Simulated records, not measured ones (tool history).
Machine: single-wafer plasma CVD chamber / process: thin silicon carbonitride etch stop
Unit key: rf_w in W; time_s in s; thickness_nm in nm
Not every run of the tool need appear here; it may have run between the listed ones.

run,day,rf_w,time_s,thickness_nm
1,0.000,255,18.3,12.861
2,0.162,285,18.3,13.505
3,0.254,285,16.8,12.397
4,0.488,295,17.7,13.269
5,0.521,305,18.2,13.812
6,0.717,310,18.6,14.243
7,1.058,315,18.8,14.405

Run 8 comes next. What will it give?
8,1.288,320,19.0,?

{"run 8": {"thickness_nm": 14.697}}

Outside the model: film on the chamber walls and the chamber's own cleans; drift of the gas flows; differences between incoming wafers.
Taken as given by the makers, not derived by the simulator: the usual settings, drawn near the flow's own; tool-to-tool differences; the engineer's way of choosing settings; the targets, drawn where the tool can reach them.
